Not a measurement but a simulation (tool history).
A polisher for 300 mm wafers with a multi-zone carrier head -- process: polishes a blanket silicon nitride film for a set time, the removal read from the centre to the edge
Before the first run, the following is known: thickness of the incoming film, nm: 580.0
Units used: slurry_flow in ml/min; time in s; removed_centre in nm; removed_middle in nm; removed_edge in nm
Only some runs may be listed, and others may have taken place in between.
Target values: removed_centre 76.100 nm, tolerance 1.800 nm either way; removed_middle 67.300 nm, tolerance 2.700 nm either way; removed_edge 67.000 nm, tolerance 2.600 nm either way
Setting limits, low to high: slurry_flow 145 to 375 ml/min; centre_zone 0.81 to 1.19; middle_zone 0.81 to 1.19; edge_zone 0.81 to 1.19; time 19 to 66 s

{"run": 1, "hour": 0.0, "slurry_flow": 240, "centre_zone": 1.0, "middle_zone": 1.0, "edge_zone": 1.0, "time": 42, "removed_centre": 58.241, "removed_middle": 56.652, "removed_edge": 59.013}
{"run": 2, "hour": 4.7, "slurry_flow": 240, "centre_zone": 0.97, "middle_zone": 1.0, "edge_zone": 1.0, "time": 42, "removed_centre": 57.439, "removed_middle": 58.255, "removed_edge": 57.591}
{"run": 3, "hour": 8.6, "slurry_flow": 255, "centre_zone": 1.01, "middle_zone": 1.02, "edge_zone": 0.98, "time": 43, "removed_centre": 60.507, "removed_middle": 60.483, "removed_edge": 59.802}
{"run": 4, "hour": 17.1, "slurry_flow": 255, "centre_zone": 1.01, "middle_zone": 1.02, "edge_zone": 0.98, "time": 39, "removed_centre": 55.242, "removed_middle": 53.45, "removed_edge": 53.249}
{"run": 5, "hour": 20.2, "slurry_flow": 255, "centre_zone": 1.08, "middle_zone": 1.02, "edge_zone": 0.98, "time": 39, "removed_centre": 58.041, "removed_middle": 54.267, "removed_edge": 53.759}
{"run": 6, "hour": 23.7, "slurry_flow": 255, "centre_zone": 1.08, "middle_zone": 0.96, "edge_zone": 0.98, "time": 39, "removed_centre": 58.244, "removed_middle": 52.502, "removed_edge": 52.865}
{"run": 7, "hour": 26.9, "slurry_flow": 265, "centre_zone": 1.1, "middle_zone": 0.98, "edge_zone": 0.99, "time": 40, "removed_centre": 61.479, "removed_middle": 53.764, "removed_edge": 54.82}
{"run": 8, "hour": 28.2, "slurry_flow": 270, "centre_zone": 1.11, "middle_zone": 1.01, "edge_zone": 1.0, "time": 41, "removed_centre": 63.508, "removed_middle": 57.259, "removed_edge": 57.202}
{"run": 9, "hour": 36.3, "slurry_flow": 280, "centre_zone": 1.12, "middle_zone": 1.02, "edge_zone": 1.02, "time": 42, "removed_centre": 65.458, "removed_middle": 58.597, "removed_edge": 58.642}
{"run": 10, "hour": 37.6, "slurry_flow": 280, "centre_zone": 1.13, "middle_zone": 1.03, "edge_zone": 1.03, "time": 43, "removed_centre": 67.002, "removed_middle": 59.569, "removed_edge": 60.614}

Which one of the following 4 next-run settings gets every result inside its allowed miss? There is exactly one.
{"run": "A", "hour": 38.9, "slurry_flow": 160, "centre_zone": 1.05, "middle_zone": 0.94, "edge_zone": 1.14, "time": 54, "removed_centre": "?", "removed_middle": "?", "removed_edge": "?"}
{"run": "B", "hour": 38.9, "slurry_flow": 290, "centre_zone": 1.16, "middle_zone": 1.05, "edge_zone": 1.03, "time": 47, "removed_centre": "?", "removed_middle": "?", "removed_edge": "?"}
{"run": "C", "hour": 38.9, "slurry_flow": 270, "centre_zone": 1.18, "middle_zone": 0.98, "edge_zone": 1.07, "time": 38, "removed_centre": "?", "removed_middle": "?", "removed_edge": "?"}
{"run": "D", "hour": 38.9, "slurry_flow": 255, "centre_zone": 1.18, "middle_zone": 0.89, "edge_zone": 1.19, "time": 38, "removed_centre": "?", "removed_middle": "?", "removed_edge": "?"}

move=A removed_centre=73.949 removed_middle=67.592 removed_edge=76.760
move=B removed_centre=76.002 removed_middle=66.773 removed_edge=66.559
move=C removed_centre=61.976 removed_middle=51.568 removed_edge=54.601
move=D removed_centre=61.576 removed_middle=48.646 removed_edge=57.465
A: nearer the targets than the last run, but a result is still out of spec
B: in spec on every target
C: moves away from the targets compared with the last run
D: moves away from the targets compared with the last run
The move that meets every target is B.
